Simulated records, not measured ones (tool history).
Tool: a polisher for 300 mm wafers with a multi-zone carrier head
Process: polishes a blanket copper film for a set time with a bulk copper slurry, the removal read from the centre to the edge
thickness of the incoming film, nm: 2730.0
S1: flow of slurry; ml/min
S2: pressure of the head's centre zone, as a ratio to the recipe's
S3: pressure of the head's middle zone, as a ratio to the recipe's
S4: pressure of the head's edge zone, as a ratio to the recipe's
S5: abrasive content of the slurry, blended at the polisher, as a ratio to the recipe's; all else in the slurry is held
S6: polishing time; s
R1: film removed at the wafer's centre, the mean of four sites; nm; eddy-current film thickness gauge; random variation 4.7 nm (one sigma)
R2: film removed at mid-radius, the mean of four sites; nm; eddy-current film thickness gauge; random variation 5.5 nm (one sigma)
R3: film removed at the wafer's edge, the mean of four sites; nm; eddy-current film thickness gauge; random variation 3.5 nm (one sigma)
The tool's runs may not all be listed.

Run 1, day 0.000: S1 195 ml/min, S2 1.00, S3 1.00, S4 1.00, S5 1.00, S6 71 s. Result: R1 396.39 nm, R2 373.50 nm, R3 409.80 nm.
Run 2, day 0.167: S1 195 ml/min, S2 1.00, S3 1.00, S4 1.00, S5 0.80, S6 71 s. Result: R1 366.44 nm, R2 352.19 nm, R3 380.69 nm.
Run 3, day 0.400: S1 195 ml/min, S2 0.93, S3 1.00, S4 1.00, S5 0.80, S6 71 s. Result: R1 338.80 nm, R2 352.20 nm, R3 381.94 nm.
Run 4, day 0.612: S1 205 ml/min, S2 0.93, S3 1.02, S4 1.04, S5 0.95, S6 71 s. Result: R1 361.01 nm, R2 379.87 nm, R3 409.29 nm.
Run 5, day 0.808: S1 210 ml/min, S2 0.93, S3 1.03, S4 1.07, S5 1.10, S6 71 s. Result: R1 379.92 nm, R2 408.07 nm, R3 433.18 nm.
At day 1.108: edge zone pressure recalibrated.
Run 6, day 1.108: S1 210 ml/min, S2 0.93, S3 1.03, S4 1.07, S5 0.95, S6 71 s. Result: R1 361.16 nm, R2 392.29 nm, R3 398.67 nm.
Run 7, day 1.338: S1 215 ml/min, S2 0.93, S3 1.04, S4 1.06, S5 1.10, S6 72 s. Result: R1 379.40 nm, R2 416.71 nm, R3 422.68 nm.
Run 8, day 1.392: S1 215 ml/min, S2 0.93, S3 1.03, S4 1.08, S5 1.20, S6 73 s. Result: R1 399.60 nm, R2 427.07 nm, R3 446.80 nm.
Run 9, day 1.708: S1 260 ml/min, S2 0.91, S3 1.06, S4 1.18, S5 1.45, S6 75 s. Result: R1 435.50 nm, R2 482.84 nm, R3 506.71 nm.

The next listed run, before its measurement:
Run 10, day 1.800: S1 260 ml/min, S2 0.91, S3 1.05, S4 1.18, S5 1.45, S6 76 s. Result: R1 ?, R2 ?, R3 ?.

R1: 430.98 nm
R2: 484.52 nm
R3: 513.18 nm
